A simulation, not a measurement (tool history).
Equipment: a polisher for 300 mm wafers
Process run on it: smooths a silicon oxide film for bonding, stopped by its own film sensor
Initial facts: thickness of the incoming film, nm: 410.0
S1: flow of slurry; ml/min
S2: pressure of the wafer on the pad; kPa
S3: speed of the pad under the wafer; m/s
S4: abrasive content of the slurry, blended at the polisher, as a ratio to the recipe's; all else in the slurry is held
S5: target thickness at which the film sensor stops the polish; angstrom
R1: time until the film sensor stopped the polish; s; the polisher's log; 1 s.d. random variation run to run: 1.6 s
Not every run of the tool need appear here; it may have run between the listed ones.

run    day   S1    S2    S3   S4    S5      R1
  1  0.000  280  15.2  0.76  1.0  3060  215.05
  2  0.092  280  15.9  0.76  1.0  3060  203.83
  3  0.446  320  15.9  0.76  1.0  3060  204.05
  4  0.517  320  15.9  0.76  1.0  3000  219.23
  5  0.671  320  15.9  0.76  1.0  3000  216.11
  6  0.704  320  16.5  0.76  1.0  3000  207.04
  7  0.808  320  17.2  0.76  1.0  3000  199.21
  8  1.108  320  17.9  0.76  1.0  3000  194.52
  9  1.462  320  18.6  0.76  1.0  3000  187.08
 10  1.575  320  19.3  0.76  1.0  3000  176.82

What will run 11 give?
 11  1.908  320  20.0  0.76  1.0  3000   ?

{"run 11": {"R1": 173.56}}
